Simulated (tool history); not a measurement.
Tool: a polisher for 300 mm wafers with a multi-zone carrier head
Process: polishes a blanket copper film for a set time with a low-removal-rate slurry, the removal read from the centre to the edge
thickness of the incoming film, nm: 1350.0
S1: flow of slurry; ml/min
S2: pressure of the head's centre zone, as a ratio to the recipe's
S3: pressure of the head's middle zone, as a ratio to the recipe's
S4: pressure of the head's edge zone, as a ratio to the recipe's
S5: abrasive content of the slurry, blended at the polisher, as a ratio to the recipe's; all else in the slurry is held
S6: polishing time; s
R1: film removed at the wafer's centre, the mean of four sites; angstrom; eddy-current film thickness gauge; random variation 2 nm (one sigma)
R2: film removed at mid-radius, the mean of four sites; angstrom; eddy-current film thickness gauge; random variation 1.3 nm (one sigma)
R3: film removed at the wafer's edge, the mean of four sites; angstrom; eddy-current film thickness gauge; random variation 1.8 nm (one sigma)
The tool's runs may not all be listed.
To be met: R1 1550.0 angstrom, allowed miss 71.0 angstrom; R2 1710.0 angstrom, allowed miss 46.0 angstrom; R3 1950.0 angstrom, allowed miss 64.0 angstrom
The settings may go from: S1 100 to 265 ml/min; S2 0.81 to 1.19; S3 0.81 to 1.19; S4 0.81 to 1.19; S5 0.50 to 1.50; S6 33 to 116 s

{"run": 1, "hour": 0.0, "S1": 170, "S2": 1.0, "S3": 1.0, "S4": 1.0, "S5": 1.0, "S6": 74, "R1": 1326.7, "R2": 1290.7, "R3": 1313.7}
{"run": 2, "hour": 0.6, "S1": 175, "S2": 0.96, "S3": 0.99, "S4": 1.06, "S5": 1.15, "S6": 79, "R1": 1423.5, "R2": 1425.0, "R3": 1499.7}
{"run": 3, "hour": 1.8, "S1": 180, "S2": 0.92, "S3": 0.98, "S4": 1.1, "S5": 1.25, "S6": 82, "R1": 1432.5, "R2": 1506.5, "R3": 1673.4}
{"run": 4, "hour": 3.9, "S1": 220, "S2": 0.92, "S3": 0.98, "S4": 1.1, "S5": 1.25, "S6": 82, "R1": 1504.0, "R2": 1555.5, "R3": 1698.2}
{"run": 5, "hour": 12.9, "S1": 225, "S2": 0.91, "S3": 0.99, "S4": 1.13, "S5": 1.35, "S6": 83, "R1": 1520.9, "R2": 1633.9, "R3": 1779.5}
{"run": 6, "hour": 20.2, "S1": 225, "S2": 0.91, "S3": 0.99, "S4": 1.13, "S5": 1.2, "S6": 83, "R1": 1493.6, "R2": 1583.6, "R3": 1693.2}
{"run": 7, "hour": 23.0, "S1": 225, "S2": 0.9, "S3": 0.99, "S4": 1.14, "S5": 1.3, "S6": 84, "R1": 1479.9, "R2": 1655.4, "R3": 1799.6}
{"run": 8, "hour": 29.5, "S1": 230, "S2": 0.9, "S3": 0.98, "S4": 1.15, "S5": 1.35, "S6": 84, "R1": 1528.7, "R2": 1659.3, "R3": 1777.2}
{"run": 9, "hour": 36.7, "S1": 215, "S2": 0.88, "S3": 0.96, "S4": 1.15, "S5": 1.4, "S6": 86, "R1": 1537.7, "R2": 1652.8, "R3": 1858.5}
{"run": 10, "hour": 41.2, "S1": 215, "S2": 0.87, "S3": 0.96, "S4": 1.16, "S5": 1.45, "S6": 86, "R1": 1495.8, "R2": 1691.3, "R3": 1862.5}

4 next moves are on the table. One of them brings every result within its allowed miss. Which?
{"run": "A", "hour": 45.7, "S1": 215, "S2": 0.83, "S3": 0.97, "S4": 1.18, "S5": 1.5, "S6": 82, "R1": "?", "R2": "?", "R3": "?"}
{"run": "B", "hour": 45.7, "S1": 240, "S2": 1.0, "S3": 0.91, "S4": 1.13, "S5": 1.35, "S6": 87, "R1": "?", "R2": "?", "R3": "?"}
{"run": "C", "hour": 45.7, "S1": 190, "S2": 0.87, "S3": 0.96, "S4": 1.19, "S5": 1.45, "S6": 90, "R1": "?", "R2": "?", "R3": "?"}
{"run": "D", "hour": 45.7, "S1": 230, "S2": 1.0, "S3": 0.94, "S4": 1.12, "S5": 1.4, "S6": 84, "R1": "?", "R2": "?", "R3": "?"}

move=A R1=1413.2 R2=1641.3 R3=1804.6
move=B R1=1790.0 R2=1629.9 R3=1844.5
move=C R1=1578.9 R2=1737.3 R3=1945.4
move=D R1=1734.0 R2=1622.9 R3=1781.2
A: further off than the last run
B: further off than the last run
C: meets every target
D: further off than the last run
Answer: C
